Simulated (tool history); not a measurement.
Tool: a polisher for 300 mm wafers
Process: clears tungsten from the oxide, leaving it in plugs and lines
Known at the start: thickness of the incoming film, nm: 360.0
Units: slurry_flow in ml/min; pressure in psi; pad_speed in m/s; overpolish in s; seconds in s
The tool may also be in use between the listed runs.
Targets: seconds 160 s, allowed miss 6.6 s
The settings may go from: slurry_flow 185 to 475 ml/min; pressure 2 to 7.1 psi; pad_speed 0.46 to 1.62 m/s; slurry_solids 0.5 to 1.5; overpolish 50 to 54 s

run	hour	slurry_flow	pressure	pad_speed	slurry_solids	overpolish	seconds
1	0	305	4.5	1.04	1	50	62.438
2	7.2	305	5	1.04	1	50	57.379
3	14.2	305	4.6	0.98	1	50	64.748
4	15.7	305	4.3	0.92	1	50	73.793
5	20.3	305	4	0.88	1	50	81.615
6	24.5	305	3.8	0.84	1	50	90.075
7	27.6	305	3.6	0.82	1	50	95.664
8	36.5	300	2.3	0.62	0.95	50	190.67
9	39.2	300	2.4	0.62	0.95	50	182.68
10	42.8	300	2.5	0.62	0.95	50	177.15

5 next moves are on the table. One of them brings every result within its allowed miss. Which?
A	46.4	355	3.1	0.46	0.95	50	?
B	46.4	335	2.4	0.62	1.1	50	?
C	46.4	205	3	0.46	0.95	54	?
D	46.4	240	2.8	0.64	0.95	54	?
E	46.4	275	2.3	0.6	1	50	?

move	seconds
A	191.89
B	176.74
C	205.76
D	158.13
E	195.53
A: further off than the last run
B: as far off as the last run
C: further off than the last run
D: meets every target
E: further off than the last run
Move D is the one to make.
